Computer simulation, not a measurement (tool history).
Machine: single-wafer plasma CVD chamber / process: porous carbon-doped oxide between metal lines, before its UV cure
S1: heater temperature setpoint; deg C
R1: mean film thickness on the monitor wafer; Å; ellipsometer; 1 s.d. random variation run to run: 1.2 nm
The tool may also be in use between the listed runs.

{"run": 1, "hour": 0.0, "S1": 320, "RF power (W)": 470, "deposition time (s)": 55, "R1": 2525.7}
{"run": 2, "hour": 0.9, "S1": 324, "RF power (W)": 465, "deposition time (s)": 55, "R1": 2474.8}
{"run": 3, "hour": 3.2, "S1": 327, "RF power (W)": 455, "deposition time (s)": 55, "R1": 2419.6}
{"run": 4, "hour": 10.4, "S1": 318, "RF power (W)": 455, "deposition time (s)": 55, "R1": 2508}
{"run": 5, "hour": 18.2, "S1": 308, "RF power (W)": 455, "deposition time (s)": 55, "R1": 2660.1}
{"hour": 20.5, "done": "thermocouple changed; heater temperature recalibrated"}
{"run": 6, "hour": 20.5, "S1": 308, "RF power (W)": 425, "deposition time (s)": 55, "R1": 2476.6}
{"run": 7, "hour": 28.3, "S1": 312, "RF power (W)": 420, "deposition time (s)": 55, "R1": 2391.9}
{"run": 8, "hour": 37.0, "S1": 314, "RF power (W)": 415, "deposition time (s)": 55, "R1": 2352.9}
{"run": 9, "hour": 40.0, "S1": 316, "RF power (W)": 415, "deposition time (s)": 55, "R1": 2308.3}
{"run": 10, "hour": 45.4, "S1": 317, "RF power (W)": 415, "deposition time (s)": 55, "R1": 2310.8}

Predict the results of run 11:
{"run": 11, "hour": 51.2, "S1": 318, "RF power (W)": 415, "deposition time (s)": 55, "R1": "?"}

{"run 11": {"R1": 2312.1}}
